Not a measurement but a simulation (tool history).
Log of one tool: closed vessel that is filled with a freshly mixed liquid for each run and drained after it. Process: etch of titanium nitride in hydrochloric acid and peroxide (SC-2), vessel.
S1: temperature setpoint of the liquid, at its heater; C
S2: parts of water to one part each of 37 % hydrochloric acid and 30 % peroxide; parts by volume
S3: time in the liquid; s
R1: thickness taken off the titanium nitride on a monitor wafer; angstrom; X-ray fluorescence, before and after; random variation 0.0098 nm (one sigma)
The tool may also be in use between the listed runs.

Run 1, hour 0: S1 55 C, S2 8.5 parts by volume, S3 75 s. Result: R1 26.375 angstrom.
Run 2, hour 2: S1 54.5 C, S2 8.5 parts by volume, S3 75 s. Result: R1 25.746 angstrom.
Run 3, hour 9.7: S1 54.5 C, S2 8.5 parts by volume, S3 75 s. Result: R1 25.801 angstrom.
Run 4, hour 15.7: S1 54.5 C, S2 8.5 parts by volume, S3 60 s. Result: R1 20.47 angstrom.
Run 5, hour 19: S1 55.5 C, S2 8.5 parts by volume, S3 60 s. Result: R1 21.861 angstrom.
Run 6, hour 25.1: S1 55.5 C, S2 8.5 parts by volume, S3 75 s. Result: R1 27.502 angstrom.
Run 7, hour 31.2: S1 55.5 C, S2 8.5 parts by volume, S3 75 s. Result: R1 27.256 angstrom.
Run 8, hour 33.3: S1 55 C, S2 8.5 parts by volume, S3 75 s. Result: R1 26.642 angstrom.

Forecast run 9:
Run 9, hour 37.7: S1 54.5 C, S2 8.5 parts by volume, S3 75 s. Result: R1 ?.

R1: 25.685 angstrom
